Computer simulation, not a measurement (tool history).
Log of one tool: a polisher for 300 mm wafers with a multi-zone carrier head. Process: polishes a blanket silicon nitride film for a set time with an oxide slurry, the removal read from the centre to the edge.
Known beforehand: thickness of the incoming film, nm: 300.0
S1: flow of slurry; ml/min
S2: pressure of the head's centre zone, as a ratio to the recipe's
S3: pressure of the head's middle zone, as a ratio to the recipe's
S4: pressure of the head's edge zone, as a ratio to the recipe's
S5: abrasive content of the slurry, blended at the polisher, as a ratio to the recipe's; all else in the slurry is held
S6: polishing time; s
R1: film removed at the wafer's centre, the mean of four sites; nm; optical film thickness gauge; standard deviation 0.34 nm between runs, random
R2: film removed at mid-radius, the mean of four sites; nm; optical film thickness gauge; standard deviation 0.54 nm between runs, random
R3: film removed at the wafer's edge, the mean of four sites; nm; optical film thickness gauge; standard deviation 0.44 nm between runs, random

{"run": 1, "hour": 0.0, "S1": 130, "S2": 1.0, "S3": 1.0, "S4": 1.0, "S5": 1.0, "S6": 63, "R1": 38.604, "R2": 40.379, "R3": 39.768}
{"run": 2, "hour": 5.2, "S1": 130, "S2": 1.0, "S3": 1.0, "S4": 1.0, "S5": 1.1, "S6": 63, "R1": 40.313, "R2": 42.422, "R3": 42.477}
{"run": 3, "hour": 12.8, "S1": 125, "S2": 0.98, "S3": 1.03, "S4": 0.97, "S5": 1.1, "S6": 63, "R1": 39.116, "R2": 42.642, "R3": 40.914}
{"run": 4, "hour": 20.6, "S1": 125, "S2": 0.98, "S3": 1.03, "S4": 0.97, "S5": 1.1, "S6": 72, "R1": 44.531, "R2": 47.754, "R3": 46.97}
{"run": 5, "hour": 28.8, "S1": 125, "S2": 0.98, "S3": 1.03, "S4": 0.92, "S5": 1.1, "S6": 72, "R1": 46.022, "R2": 47.771, "R3": 45.215}
{"run": 6, "hour": 32.7, "S1": 125, "S2": 0.98, "S3": 1.03, "S4": 0.92, "S5": 1.25, "S6": 72, "R1": 47.165, "R2": 50.692, "R3": 47.579}
{"run": 7, "hour": 40.2, "S1": 120, "S2": 0.94, "S3": 1.06, "S4": 0.9, "S5": 1.2, "S6": 71, "R1": 44.902, "R2": 50.269, "R3": 46.135}

Forecast run 8:
{"run": 8, "hour": 41.4, "S1": 115, "S2": 0.91, "S3": 1.09, "S4": 0.89, "S5": 1.1, "S6": 70, "R1": "?", "R2": "?", "R3": "?"}

Run 8 produced R1 39.468 nm, R2 47.448 nm, R3 42.958 nm.
